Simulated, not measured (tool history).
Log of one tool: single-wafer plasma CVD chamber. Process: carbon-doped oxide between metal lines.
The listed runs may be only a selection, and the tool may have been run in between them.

run,hour,heater temperature setpoint (K),chamber pressure (Torr),RF power (W),deposition time (s),mean film thickness on the monitor wafer (Å)
1,0,628.15,4.53,605,22.2,1222.2
2,2.4,625.15,4.77,610,22.2,1257.2
3,4.8,625.15,5.06,610,22.2,1266.8
4,9.7,623.15,5.16,610,22.2,1270.7
5,16.9,623.15,5.16,610,22.2,1267.3
6,19.2,623.15,5.16,575,22.2,1217.9
7,26.2,621.15,5.39,585,22.2,1249.6

The next listed run, before its measurement:
8,31.3,619.15,5.57,590,22.2,?

Logged for run 8: mean film thickness on the monitor wafer (Å) 1271.6.

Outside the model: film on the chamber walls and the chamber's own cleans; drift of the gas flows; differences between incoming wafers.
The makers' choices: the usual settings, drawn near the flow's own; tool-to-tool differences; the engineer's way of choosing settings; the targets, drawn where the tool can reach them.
